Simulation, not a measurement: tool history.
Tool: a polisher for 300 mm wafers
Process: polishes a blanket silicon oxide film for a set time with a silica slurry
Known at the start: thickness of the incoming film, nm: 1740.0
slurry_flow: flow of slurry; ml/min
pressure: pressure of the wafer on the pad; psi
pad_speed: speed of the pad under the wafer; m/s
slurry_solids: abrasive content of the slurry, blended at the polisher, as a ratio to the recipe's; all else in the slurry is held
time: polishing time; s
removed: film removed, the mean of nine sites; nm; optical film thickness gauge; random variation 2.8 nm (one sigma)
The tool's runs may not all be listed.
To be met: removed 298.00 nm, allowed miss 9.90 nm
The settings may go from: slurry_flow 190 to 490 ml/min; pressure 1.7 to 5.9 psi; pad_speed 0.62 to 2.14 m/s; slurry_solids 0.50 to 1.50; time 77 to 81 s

Run 1, hour 0.0: slurry_flow 315 ml/min, pressure 3.8 psi, pad_speed 1.38 m/s, slurry_solids 1.00, time 77 s. Result: removed 247.69 nm.
Run 2, hour 3.9: slurry_flow 315 ml/min, pressure 3.8 psi, pad_speed 1.20 m/s, slurry_solids 1.00, time 77 s. Result: removed 226.36 nm.
Run 3, hour 5.3: slurry_flow 315 ml/min, pressure 3.8 psi, pad_speed 1.20 m/s, slurry_solids 1.00, time 81 s. Result: removed 241.16 nm.
Run 4, hour 8.5: slurry_flow 315 ml/min, pressure 3.1 psi, pad_speed 1.20 m/s, slurry_solids 1.00, time 81 s. Result: removed 194.26 nm.
Run 5, hour 12.4: slurry_flow 315 ml/min, pressure 3.5 psi, pad_speed 1.20 m/s, slurry_solids 1.00, time 81 s. Result: removed 218.79 nm.
Run 6, hour 15.9: slurry_flow 315 ml/min, pressure 3.8 psi, pad_speed 1.20 m/s, slurry_solids 1.00, time 81 s. Result: removed 239.79 nm.
At hour 23.4: slurry nozzle cleaned.
Run 7, hour 23.4: slurry_flow 315 ml/min, pressure 3.8 psi, pad_speed 1.20 m/s, slurry_solids 1.00, time 81 s. Result: removed 246.22 nm.
Run 8, hour 32.0: slurry_flow 315 ml/min, pressure 3.9 psi, pad_speed 1.20 m/s, slurry_solids 1.00, time 81 s. Result: removed 250.79 nm.
Run 9, hour 35.1: slurry_flow 315 ml/min, pressure 4.0 psi, pad_speed 1.20 m/s, slurry_solids 1.00, time 81 s. Result: removed 255.50 nm.
Run 10, hour 37.6: slurry_flow 315 ml/min, pressure 4.1 psi, pad_speed 1.20 m/s, slurry_solids 1.00, time 81 s. Result: removed 261.38 nm.
Run 11, hour 38.8: slurry_flow 315 ml/min, pressure 4.2 psi, pad_speed 1.20 m/s, slurry_solids 1.00, time 81 s. Result: removed 270.57 nm.

5 next moves are on the table. One of them brings every result within its allowed miss. Which?
Run A, hour 40.0: slurry_flow 390 ml/min, pressure 4.8 psi, pad_speed 0.84 m/s, slurry_solids 0.95, time 81 s. Result: removed ?.
Run B, hour 40.0: slurry_flow 370 ml/min, pressure 4.5 psi, pad_speed 1.20 m/s, slurry_solids 1.15, time 78 s. Result: removed ?.
Run C, hour 40.0: slurry_flow 355 ml/min, pressure 3.2 psi, pad_speed 1.68 m/s, slurry_solids 1.00, time 81 s. Result: removed ?.
Run D, hour 40.0: slurry_flow 215 ml/min, pressure 4.6 psi, pad_speed 1.30 m/s, slurry_solids 0.70, time 81 s. Result: removed ?.
Run E, hour 40.0: slurry_flow 325 ml/min, pressure 4.0 psi, pad_speed 1.12 m/s, slurry_solids 1.00, time 77 s. Result: removed ?.

move  removed
   A   247.72
   B   294.19
   C   258.74
   D   259.67
   E   234.06
A: further off than the last run
B: meets every target
C: further off than the last run
D: further off than the last run
E: further off than the last run
Answer: B
